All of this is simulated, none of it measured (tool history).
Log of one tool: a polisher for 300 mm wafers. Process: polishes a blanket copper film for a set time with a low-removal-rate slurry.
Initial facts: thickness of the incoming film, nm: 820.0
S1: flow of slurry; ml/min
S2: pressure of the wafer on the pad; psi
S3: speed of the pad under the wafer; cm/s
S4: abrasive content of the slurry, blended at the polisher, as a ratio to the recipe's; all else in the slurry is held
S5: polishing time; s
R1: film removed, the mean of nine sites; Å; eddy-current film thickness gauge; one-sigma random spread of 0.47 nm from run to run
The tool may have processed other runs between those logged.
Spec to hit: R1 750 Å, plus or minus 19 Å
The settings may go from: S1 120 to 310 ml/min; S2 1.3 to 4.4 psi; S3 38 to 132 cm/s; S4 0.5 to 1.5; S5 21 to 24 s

run 1 day=0 | S1=200 S2=2.8 S3=84 S4=1 S5=24 | R1=587.47
run 2 day=0.321 | S1=240 S2=2.8 S3=84 S4=1 S5=24 | R1=600.65
run 3 day=0.433 | S1=240 S2=2.9 S3=84 S4=1 S5=24 | R1=613.59
run 4 day=0.742 | S1=240 S2=2.9 S3=84 S4=1 S5=21 | R1=534.83
run 5 day=0.812 | S1=240 S2=3.1 S3=84 S4=1 S5=21 | R1=579.46
run 6 day=1.075 | S1=240 S2=3.2 S3=84 S4=1 S5=21 | R1=602.04
run 7 day=1.171 | S1=240 S2=3.3 S3=84 S4=1 S5=21 | R1=613.53
run 8 day=1.317 | S1=240 S2=3.4 S3=84 S4=1 S5=21 | R1=635.33
run 9 day=1.65 | S1=240 S2=3.5 S3=84 S4=1 S5=21 | R1=648.91
-- day=1.854 head pressure recalibrated
run 10 day=1.854 | S1=240 S2=3.6 S3=84 S4=1 S5=21 | R1=717.14

Consider the 5 candidate settings below. Which is the only one whose results all fall within their allowed miss of target?
run A day=2.058 | S1=225 S2=3.7 S3=88 S4=0.95 S5=21 | R1=?
run B day=2.058 | S1=310 S2=3.5 S3=70 S4=1.3 S5=22 | R1=?
run C day=2.058 | S1=260 S2=3.7 S3=76 S4=1 S5=21 | R1=?
run D day=2.058 | S1=235 S2=3.7 S3=80 S4=0.8 S5=22 | R1=?
run E day=2.058 | S1=230 S2=3.8 S3=68 S4=1.05 S5=22 | R1=?

move=A R1=744.38
move=B R1=697.71
move=C R1=688.55
move=D R1=702.77
move=E R1=687.02
A: every result within its allowed miss
B: moves away from the targets compared with the last run
C: moves away from the targets compared with the last run
D: moves away from the targets compared with the last run
E: moves away from the targets compared with the last run
The move that meets every target is A.
